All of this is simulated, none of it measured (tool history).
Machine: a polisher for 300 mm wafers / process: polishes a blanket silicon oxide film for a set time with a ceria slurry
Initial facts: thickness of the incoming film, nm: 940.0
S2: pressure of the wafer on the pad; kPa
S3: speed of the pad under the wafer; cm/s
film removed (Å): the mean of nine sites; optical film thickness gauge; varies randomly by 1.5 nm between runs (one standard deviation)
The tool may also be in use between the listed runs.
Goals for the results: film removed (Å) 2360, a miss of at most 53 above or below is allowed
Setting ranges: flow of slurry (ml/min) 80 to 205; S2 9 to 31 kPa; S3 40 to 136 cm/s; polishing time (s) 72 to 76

Run 1, hour 0: flow of slurry (ml/min) 135, S2 20 kPa, S3 88 cm/s, polishing time (s) 72. Result: film removed (Å) 2994.1.
Run 2, hour 6: flow of slurry (ml/min) 125, S2 19.3 kPa, S3 88 cm/s, polishing time (s) 72. Result: film removed (Å) 2896.6.
Run 3, hour 10.8: flow of slurry (ml/min) 110, S2 19.3 kPa, S3 88 cm/s, polishing time (s) 72. Result: film removed (Å) 2810.7.
Run 4, hour 18.5: flow of slurry (ml/min) 110, S2 23.4 kPa, S3 88 cm/s, polishing time (s) 72. Result: film removed (Å) 3194.5.
Run 5, hour 25.7: flow of slurry (ml/min) 105, S2 21.4 kPa, S3 88 cm/s, polishing time (s) 72. Result: film removed (Å) 2990.5.
Run 6, hour 33: flow of slurry (ml/min) 100, S2 20 kPa, S3 88 cm/s, polishing time (s) 72. Result: film removed (Å) 2807.3.
Run 7, hour 34.3: flow of slurry (ml/min) 95, S2 19.3 kPa, S3 88 cm/s, polishing time (s) 72. Result: film removed (Å) 2696.8.
Run 8, hour 35.2: flow of slurry (ml/min) 90, S2 18.6 kPa, S3 88 cm/s, polishing time (s) 72. Result: film removed (Å) 2608.4.
Run 9, hour 43.5: flow of slurry (ml/min) 90, S2 17.9 kPa, S3 88 cm/s, polishing time (s) 72. Result: film removed (Å) 2562.2.

5 next moves are on the table. One of them brings every result within its allowed miss. Which?
Run A, hour 51.8: flow of slurry (ml/min) 105, S2 20.7 kPa, S3 84 cm/s, polishing time (s) 72. Result: film removed (Å) ?.
Run B, hour 51.8: flow of slurry (ml/min) 90, S2 25.5 kPa, S3 76 cm/s, polishing time (s) 74. Result: film removed (Å) ?.
Run C, hour 51.8: flow of slurry (ml/min) 100, S2 15.2 kPa, S3 88 cm/s, polishing time (s) 73. Result: film removed (Å) ?.
Run D, hour 51.8: flow of slurry (ml/min) 80, S2 19.3 kPa, S3 82 cm/s, polishing time (s) 72. Result: film removed (Å) ?.
Run E, hour 51.8: flow of slurry (ml/min) 85, S2 20.7 kPa, S3 90 cm/s, polishing time (s) 75. Result: film removed (Å) ?.

move  film removed (Å)
   A            2819.5
   B            3039.1
   C            2386.7
   D            2488.5
   E              2939
A: the biggest miss grows against the last run
B: the biggest miss grows against the last run
C: in spec on every target
D: moves toward the targets from the last run without getting all of them in spec
E: the biggest miss grows against the last run
The move that meets every target is C.

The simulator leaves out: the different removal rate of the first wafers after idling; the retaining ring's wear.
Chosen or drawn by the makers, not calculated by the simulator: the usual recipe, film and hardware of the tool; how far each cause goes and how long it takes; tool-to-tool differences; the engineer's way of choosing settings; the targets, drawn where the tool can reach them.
